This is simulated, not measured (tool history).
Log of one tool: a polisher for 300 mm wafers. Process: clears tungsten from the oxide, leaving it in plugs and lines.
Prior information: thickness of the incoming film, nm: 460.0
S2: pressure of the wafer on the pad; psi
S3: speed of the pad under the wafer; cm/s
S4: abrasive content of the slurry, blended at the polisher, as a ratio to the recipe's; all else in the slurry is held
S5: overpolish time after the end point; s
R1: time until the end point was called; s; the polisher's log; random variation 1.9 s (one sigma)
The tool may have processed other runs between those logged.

run 1 hour=0 | flow_of_slurry_(ml/min)=300 S2=3 S3=128 S4=1 S5=22 | R1=85.24
run 2 hour=4.5 | flow_of_slurry_(ml/min)=300 S2=3 S3=128 S4=1 S5=22 | R1=88.618
run 3 hour=13.1 | flow_of_slurry_(ml/min)=300 S2=2.9 S3=128 S4=1 S5=22 | R1=90.747
run 4 hour=15.4 | flow_of_slurry_(ml/min)=355 S2=2.9 S3=128 S4=1 S5=22 | R1=91.034
run 5 hour=20.3 | flow_of_slurry_(ml/min)=355 S2=2.9 S3=128 S4=1.15 S5=22 | R1=85.167
run 6 hour=25.3 | flow_of_slurry_(ml/min)=355 S2=2.8 S3=128 S4=1.15 S5=22 | R1=87

Forecast run 7:
run 7 hour=32.5 | flow_of_slurry_(ml/min)=355 S2=2.7 S3=128 S4=1.15 S5=22 | R1=?

R1: 92.592 s
